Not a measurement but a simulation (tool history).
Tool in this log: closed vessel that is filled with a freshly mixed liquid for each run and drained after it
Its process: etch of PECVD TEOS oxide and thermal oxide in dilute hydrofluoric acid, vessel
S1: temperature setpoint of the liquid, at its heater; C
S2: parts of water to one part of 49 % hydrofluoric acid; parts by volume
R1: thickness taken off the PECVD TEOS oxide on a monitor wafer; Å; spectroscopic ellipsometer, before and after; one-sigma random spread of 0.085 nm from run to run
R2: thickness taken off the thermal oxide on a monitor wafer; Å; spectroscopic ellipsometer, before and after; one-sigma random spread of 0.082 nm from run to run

Run 1, hour 0.0: S1 25.0 C, S2 80 parts by volume, time in the liquid (s) 225. Result: R1 334.99 Å, R2 140.440 Å.
Run 2, hour 8.5: S1 23.0 C, S2 85 parts by volume, time in the liquid (s) 225. Result: R1 288.69 Å, R2 119.610 Å.
Run 3, hour 9.5: S1 21.5 C, S2 85 parts by volume, time in the liquid (s) 225. Result: R1 271.54 Å, R2 113.970 Å.
Run 4, hour 14.0: S1 24.5 C, S2 85 parts by volume, time in the liquid (s) 225. Result: R1 305.98 Å, R2 125.340 Å.
Run 5, hour 18.8: S1 23.0 C, S2 85 parts by volume, time in the liquid (s) 225. Result: R1 288.93 Å, R2 120.080 Å.
Run 6, hour 27.1: S1 23.0 C, S2 85 parts by volume, time in the liquid (s) 270. Result: R1 345.92 Å, R2 142.270 Å.
Run 7, hour 35.3: S1 19.0 C, S2 105 parts by volume, time in the liquid (s) 270. Result: R1 233.76 Å, R2 96.575 Å.
Run 8, hour 36.6: S1 18.5 C, S2 105 parts by volume, time in the liquid (s) 270. Result: R1 227.58 Å, R2 94.259 Å.
Run 9, hour 42.7: S1 18.0 C, S2 105 parts by volume, time in the liquid (s) 270. Result: R1 222.84 Å, R2 91.385 Å.

Run 10, settings as shown, results not yet in. Your forecast:
Run 10, hour 51.2: S1 17.5 C, S2 105 parts by volume, time in the liquid (s) 270. Result: R1 ?, R2 ?.

R1: 219.34 Å
R2: 90.643 Å
